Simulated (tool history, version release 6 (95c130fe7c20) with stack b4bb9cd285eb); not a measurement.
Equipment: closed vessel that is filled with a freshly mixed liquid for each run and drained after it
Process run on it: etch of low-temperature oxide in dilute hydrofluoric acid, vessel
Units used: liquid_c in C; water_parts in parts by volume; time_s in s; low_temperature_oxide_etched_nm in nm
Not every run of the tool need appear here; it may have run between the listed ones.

| run | hour | liquid_c | water_parts | time_s | low_temperature_oxide_etched_nm |
|---|---|---|---|---|---|
| 1 | 0.0 | 26.0 | 75 | 95 | 39.062 |
| 2 | 1.2 | 26.0 | 95 | 95 | 29.928 |
| 3 | 6.0 | 28.5 | 95 | 95 | 33.318 |
| 4 | 8.4 | 28.5 | 105 | 95 | 29.512 |
| 5 | 10.9 | 28.5 | 125 | 95 | 24.358 |
| 6 | 15.2 | 28.5 | 125 | 105 | 26.493 |
| 7 | 17.6 | 30.5 | 115 | 105 | 31.598 |

Run 8 comes next. What will it give?
| 8 | 22.6 | 31.5 | 105 | 105 | ? |

{"run 8": {"low_temperature_oxide_etched_nm": 36.707}}

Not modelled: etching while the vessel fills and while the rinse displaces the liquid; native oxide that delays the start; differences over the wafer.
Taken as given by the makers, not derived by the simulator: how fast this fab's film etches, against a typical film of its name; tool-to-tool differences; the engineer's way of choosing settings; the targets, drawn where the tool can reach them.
